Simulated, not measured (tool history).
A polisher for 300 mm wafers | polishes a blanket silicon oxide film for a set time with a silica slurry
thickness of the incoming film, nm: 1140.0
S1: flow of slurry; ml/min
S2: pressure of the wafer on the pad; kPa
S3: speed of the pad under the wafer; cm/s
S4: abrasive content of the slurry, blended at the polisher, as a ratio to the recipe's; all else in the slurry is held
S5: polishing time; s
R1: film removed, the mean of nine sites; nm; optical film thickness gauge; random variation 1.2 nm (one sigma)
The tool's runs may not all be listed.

run	hour	S1	S2	S3	S4	S5	R1
1	0.0	175	25.5	140	1.0	45	140.18
2	7.3	195	25.5	140	1.0	45	140.97
3	12.0	195	25.5	160	1.0	45	155.88
4	20.1	195	31.7	160	1.0	45	194.62
5	26.0	195	35.2	160	1.0	45	212.74
6	28.0	195	30.3	156	1.0	45	181.31
7	33.7	195	26.9	154	1.0	45	158.97
8	40.5	195	24.1	152	1.0	45	143.47

Forecast run 9:
9	41.2	195	22.1	150	1.0	45	?

{"run 9": {"R1": 129.94}}

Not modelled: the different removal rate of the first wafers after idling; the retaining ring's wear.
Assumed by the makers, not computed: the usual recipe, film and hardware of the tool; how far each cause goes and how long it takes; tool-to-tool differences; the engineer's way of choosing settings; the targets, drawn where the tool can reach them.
